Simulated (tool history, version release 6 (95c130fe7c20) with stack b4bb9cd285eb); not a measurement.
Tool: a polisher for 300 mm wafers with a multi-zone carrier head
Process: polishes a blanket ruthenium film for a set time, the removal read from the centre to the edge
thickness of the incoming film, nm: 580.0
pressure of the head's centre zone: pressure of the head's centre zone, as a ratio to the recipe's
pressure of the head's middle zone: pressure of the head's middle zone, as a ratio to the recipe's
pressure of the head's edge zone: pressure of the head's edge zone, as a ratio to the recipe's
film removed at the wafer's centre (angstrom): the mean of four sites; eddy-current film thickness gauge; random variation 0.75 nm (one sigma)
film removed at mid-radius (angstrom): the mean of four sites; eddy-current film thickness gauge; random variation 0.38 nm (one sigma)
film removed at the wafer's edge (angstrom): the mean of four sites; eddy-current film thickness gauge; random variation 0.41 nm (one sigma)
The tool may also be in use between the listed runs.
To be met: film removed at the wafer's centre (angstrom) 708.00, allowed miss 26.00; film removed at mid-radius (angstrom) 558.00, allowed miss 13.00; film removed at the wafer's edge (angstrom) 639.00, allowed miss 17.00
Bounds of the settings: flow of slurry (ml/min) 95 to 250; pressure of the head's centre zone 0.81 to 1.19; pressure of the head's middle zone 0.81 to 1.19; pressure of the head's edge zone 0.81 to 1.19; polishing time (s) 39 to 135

run  hour  flow of slurry (ml/min)  pressure of the head's centre zone  pressure of the head's middle zone  pressure of the head's edge zone  polishing time (s)  film removed at the wafer's centre (angstrom)  film removed at mid-radius (angstrom)  film removed at the wafer's edge (angstrom)
  1   0.0                      160                                1.00                                1.00                              1.00                  87                                        1114.60                                1122.10                                      1120.50
  2   1.6                      160                                1.00                                1.00                              1.04                  87                                        1132.00                                1123.00                                      1152.90
  3   9.6                      160                                1.06                                1.00                              1.04                  87                                        1219.20                                1145.90                                      1143.30
  4  12.6                      155                                1.06                                0.97                              1.03                  79                                        1071.50                                 989.46                                      1029.40
  5  18.3                      150                                1.07                                0.94                              1.00                  74                                        1015.60                                 900.24                                       956.71
  6  24.0                      165                                1.07                                0.94                              1.00                  74                                        1026.90                                 909.23                                       964.97
  7  29.4                      160                                1.07                                0.92                              0.97                  69                                         953.42                                 838.75                                       881.93
  8  36.0                      150                                1.08                                0.90                              0.96                  65                                         898.49                                 762.18                                       815.73
  9  43.9                      140                                1.08                                0.88                              0.95                  63                                         849.53                                 713.45                                       781.61
 10  50.4                      135                                1.08                                0.87                              0.94                  62                                         842.40                                 687.15                                       761.75
 11  57.0                      130                                1.07                                0.86                              0.92                  61                                         802.21                                 662.97                                       745.78
 12  60.4                      125                                1.07                                0.85                              0.90                  60                                         795.17                                 655.14                                       716.64
 13  65.6                      120                                1.07                                0.84                              0.90                  59                                         769.72                                 628.94                                       702.38
 14  69.0                      115                                1.07                                0.83                              0.90                  58                                         749.67                                 610.49                                       679.34
 15  73.8                      110                                1.07                                0.83                              0.90                  57                                         744.08                                 588.32                                       667.65

4 next moves are on the table. One of them brings every result within its allowed miss. Which?
  A  78.6                       95                                1.15                                0.87                              0.88                  54                                              ?                                      ?                                            ?
  B  78.6                      140                                1.09                                0.83                              0.95                  51                                              ?                                      ?                                            ?
  C  78.6                       95                                1.12                                0.92                              0.93                  55                                              ?                                      ?                                            ?
  D  78.6                      105                                1.17                                0.84                              0.81                  58                                              ?                                      ?                                            ?

move  film removed at the wafer's centre (angstrom)  film removed at mid-radius (angstrom)  film removed at the wafer's edge (angstrom)
   A                                         714.68                                 558.96                                       608.32
   B                                         706.91                                 554.47                                       632.66
   C                                         709.05                                 596.36                                       635.10
   D                                         804.11                                 598.26                                       640.88
A: brings the result that was furthest off to its target, and leaves another outside
B: meets every target
C: further off than the last run
D: further off than the last run
Answer: B
